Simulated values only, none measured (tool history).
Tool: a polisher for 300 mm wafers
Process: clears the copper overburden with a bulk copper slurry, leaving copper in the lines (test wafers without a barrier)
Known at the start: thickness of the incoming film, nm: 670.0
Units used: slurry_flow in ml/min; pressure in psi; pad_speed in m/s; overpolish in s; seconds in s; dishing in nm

run  hour  slurry_flow  pressure  pad_speed  slurry_solids  overpolish  seconds  dishing
  1   0.0          240       2.1       0.92            1.0          29   127.29   76.108
  2   2.9          240       2.1       0.92            1.0          33   128.33   79.718
  3   5.9          240       2.1       0.92            1.0          44   124.92   92.084
  4  13.2          240       2.1       0.92            1.0          39   125.28   85.576
  5  17.9          240       1.9       0.90            1.0          41   140.09   80.111
  6  22.8          240       1.9       0.90            1.1          41   139.00   82.847
  7  28.0          240       1.8       0.88            1.1          43   144.53   80.921
  8  35.2          240       1.7       0.86            1.1          45   154.18   79.021
  9  37.9          240       1.6       0.84            1.1          46   167.90   74.716

The next listed run, before its measurement:
 10  46.1          240       1.5       0.84            1.1          47        ?        ?

Run 10 came out at seconds 168.62 s, dishing 76.347 nm.
